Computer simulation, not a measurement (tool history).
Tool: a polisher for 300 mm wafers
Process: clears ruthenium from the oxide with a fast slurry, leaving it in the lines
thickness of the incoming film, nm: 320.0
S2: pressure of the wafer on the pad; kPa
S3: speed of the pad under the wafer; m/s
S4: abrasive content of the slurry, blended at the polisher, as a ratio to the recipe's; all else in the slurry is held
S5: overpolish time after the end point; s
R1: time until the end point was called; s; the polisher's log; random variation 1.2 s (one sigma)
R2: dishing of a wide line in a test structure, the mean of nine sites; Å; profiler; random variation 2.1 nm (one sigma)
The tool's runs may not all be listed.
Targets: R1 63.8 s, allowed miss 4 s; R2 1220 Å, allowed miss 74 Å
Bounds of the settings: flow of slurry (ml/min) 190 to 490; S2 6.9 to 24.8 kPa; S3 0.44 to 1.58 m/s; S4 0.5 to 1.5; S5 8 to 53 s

run 1 day=0 | flow_of_slurry_(ml/min)=315 S2=15.9 S3=1 S4=1 S5=27 | R1=107.66 R2=626.9
run 2 day=0.25 | flow_of_slurry_(ml/min)=315 S2=17.9 S3=1.02 S4=1 S5=29 | R1=96.486 R2=743.31
run 3 day=0.392 | flow_of_slurry_(ml/min)=315 S2=17.9 S3=0.84 S4=1 S5=29 | R1=111.7 R2=655.39
run 4 day=0.492 | flow_of_slurry_(ml/min)=315 S2=19.3 S3=0.9 S4=1 S5=30 | R1=97.238 R2=750.97
run 5 day=0.667 | flow_of_slurry_(ml/min)=380 S2=19.3 S3=0.9 S4=1 S5=30 | R1=94.149 R2=752.53
run 6 day=0.812 | flow_of_slurry_(ml/min)=380 S2=20.7 S3=0.94 S4=1 S5=32 | R1=86.694 R2=845.61
run 7 day=0.871 | flow_of_slurry_(ml/min)=380 S2=24.1 S3=1.14 S4=1.05 S5=38 | R1=63.209 R2=1122.5
run 8 day=0.975 | flow_of_slurry_(ml/min)=380 S2=24.1 S3=1.14 S4=1.05 S5=39 | R1=64.959 R2=1111.6
run 9 day=1.342 | flow_of_slurry_(ml/min)=380 S2=24.1 S3=1.14 S4=1.05 S5=39 | R1=63.149 R2=1137.8

Which of these 5 next moves meets every target?
run A day=1.708 | flow_of_slurry_(ml/min)=340 S2=24.1 S3=1.22 S4=1.05 S5=32 | R1=? R2=?
run B day=1.708 | flow_of_slurry_(ml/min)=400 S2=24.1 S3=1.12 S4=1.1 S5=32 | R1=? R2=?
run C day=1.708 | flow_of_slurry_(ml/min)=405 S2=23.4 S3=1.26 S4=1 S5=44 | R1=? R2=?
run D day=1.708 | flow_of_slurry_(ml/min)=345 S2=24.1 S3=1.14 S4=1.2 S5=31 | R1=? R2=?
run E day=1.708 | flow_of_slurry_(ml/min)=430 S2=24.8 S3=1.36 S4=0.85 S5=33 | R1=? R2=?

move=A R1=61.086 R2=1045.4
move=B R1=62.71 R2=1030.8
move=C R1=62.405 R2=1202.9
move=D R1=59.559 R2=1041.8
move=E R1=62.368 R2=1050.9
A: further off than the last run
B: further off than the last run
C: meets every target
D: further off than the last run
E: further off than the last run
Answer: C
